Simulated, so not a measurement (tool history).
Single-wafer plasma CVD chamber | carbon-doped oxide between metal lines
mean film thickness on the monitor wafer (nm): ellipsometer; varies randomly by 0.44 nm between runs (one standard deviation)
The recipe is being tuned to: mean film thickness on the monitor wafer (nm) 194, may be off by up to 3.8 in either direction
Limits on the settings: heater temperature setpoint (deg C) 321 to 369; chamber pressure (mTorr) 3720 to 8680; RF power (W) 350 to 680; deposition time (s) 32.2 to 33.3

| run | hour | heater temperature setpoint (deg C) | chamber pressure (mTorr) | RF power (W) | deposition time (s) | mean film thickness on the monitor wafer (nm) |
|---|---|---|---|---|---|---|
| 1 | 0 | 345 | 6200 | 515 | 32.2 | 170.76 |
| 2 | 8.2 | 342 | 6440 | 535 | 32.2 | 175.39 |
| 3 | 15.6 | 347 | 6440 | 535 | 32.2 | 173.52 |
| 4 | 20.7 | 347 | 7040 | 535 | 32.2 | 174.97 |
| 5 | 22.4 | 347 | 7040 | 535 | 32.2 | 175 |
| 6 | 27.5 | 345 | 7200 | 555 | 32.3 | 179.85 |
| 7 | 29.6 | 344 | 7270 | 570 | 32.4 | 183.25 |
| 8 | 31.1 | 343 | 7330 | 585 | 32.4 | 186.04 |
| 9 | 36.7 | 342 | 7390 | 595 | 32.4 | 188.35 |
| 10 | 40.4 | 341 | 7430 | 600 | 32.4 | 189.63 |
| 11 | 42.4 | 341 | 7430 | 600 | 32.4 | 190.03 |

Below are 5 possible settings for the next run. Only one of them brings all results inside the allowed miss of their targets. Which is it?
| A | 44.4 | 343 | 8460 | 520 | 33.3 | ? |
| B | 44.4 | 337 | 7170 | 640 | 33 | ? |
| C | 44.4 | 340 | 7050 | 610 | 32.7 | ? |
| D | 44.4 | 336 | 6990 | 580 | 32.2 | ? |
| E | 44.4 | 333 | 7270 | 535 | 32.5 | ? |

| move | mean film thickness on the monitor wafer (nm) |
|---|---|
| A | 182.45 |
| B | 202.29 |
| C | 193.73 |
| D | 187.99 |
| E | 184.12 |
A: moves away from the targets compared with the last run
B: carries the result that was furthest off beyond its target, to the other side
C: in spec on every target
D: moves away from the targets compared with the last run
E: moves away from the targets compared with the last run
The move that meets every target is C.

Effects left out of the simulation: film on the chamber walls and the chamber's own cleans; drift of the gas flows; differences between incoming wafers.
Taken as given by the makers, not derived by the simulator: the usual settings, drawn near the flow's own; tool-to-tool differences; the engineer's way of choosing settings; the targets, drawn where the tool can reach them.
